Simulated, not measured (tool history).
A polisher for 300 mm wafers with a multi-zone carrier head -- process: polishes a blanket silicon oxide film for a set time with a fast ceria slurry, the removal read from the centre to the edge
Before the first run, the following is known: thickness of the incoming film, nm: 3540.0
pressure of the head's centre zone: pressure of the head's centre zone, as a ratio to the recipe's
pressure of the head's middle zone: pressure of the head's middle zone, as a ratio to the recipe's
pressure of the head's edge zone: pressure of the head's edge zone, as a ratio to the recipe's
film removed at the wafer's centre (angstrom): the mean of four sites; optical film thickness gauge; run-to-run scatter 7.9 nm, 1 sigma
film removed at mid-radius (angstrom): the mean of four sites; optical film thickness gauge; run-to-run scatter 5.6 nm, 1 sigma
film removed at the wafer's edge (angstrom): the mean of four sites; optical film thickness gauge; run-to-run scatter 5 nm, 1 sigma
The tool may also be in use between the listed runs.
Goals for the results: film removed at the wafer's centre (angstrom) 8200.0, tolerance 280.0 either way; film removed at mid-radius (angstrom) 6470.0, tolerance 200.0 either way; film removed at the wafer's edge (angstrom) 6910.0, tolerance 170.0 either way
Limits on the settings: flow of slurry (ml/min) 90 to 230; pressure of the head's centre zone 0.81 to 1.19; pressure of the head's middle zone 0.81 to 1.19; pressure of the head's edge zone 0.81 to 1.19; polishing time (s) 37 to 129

run	day	flow of slurry (ml/min)	pressure of the head's centre zone	pressure of the head's middle zone	pressure of the head's edge zone	polishing time (s)	film removed at the wafer's centre (angstrom)	film removed at mid-radius (angstrom)	film removed at the wafer's edge (angstrom)
1	0.000	150	1.00	1.00	1.00	83	9697.1	9426.4	9627.4
2	0.071	150	1.00	1.00	1.00	96	11320.0	11221.0	11030.0
3	0.183	150	1.00	0.93	1.00	96	11123.0	10447.0	11026.0
4	0.388	145	1.03	0.92	0.96	88	10529.0	9617.6	9803.2
5	0.700	140	1.05	0.89	0.95	81	9617.6	8451.7	8971.9
6	0.950	140	1.09	0.89	0.95	81	10123.0	8359.3	8942.7
7	1.208	135	1.10	0.87	0.93	77	9632.2	7704.1	8321.7
8	1.462	135	1.10	0.87	0.93	77	9721.0	7897.4	8313.0
9	1.658	130	1.10	0.86	0.92	74	9099.1	7386.0	7932.1
10	1.708	125	1.11	0.85	0.90	73	8851.8	7188.0	7711.3
11	1.904	120	1.12	0.84	0.88	72	8773.2	6925.2	7479.7

5 next moves are on the table. One of them brings every result within its allowed miss. Which?
A	2.100	120	1.00	0.89	0.90	70	?	?	?
B	2.100	115	0.99	0.81	0.92	70	?	?	?
C	2.100	125	1.14	0.91	0.81	69	?	?	?
D	2.100	95	1.14	0.85	0.84	71	?	?	?
E	2.100	135	1.11	0.91	0.87	66	?	?	?

move	film removed at the wafer's centre (angstrom)	film removed at mid-radius (angstrom)	film removed at the wafer's edge (angstrom)
A	7587.7	6989.4	7291.0
B	7406.8	6476.6	7311.8
C	8641.2	7068.7	6906.1
D	8070.2	6378.8	6824.4
E	8222.1	6891.6	6910.1
A: moves toward the targets from the last run without getting all of them in spec
B: moves toward the targets from the last run without getting all of them in spec
C: meets the target for the result that was furthest off, but another lies outside its allowed miss
D: meets every target
E: meets the target for the result that was furthest off, but another lies outside its allowed miss
D is the move that brings every result within its allowed miss.
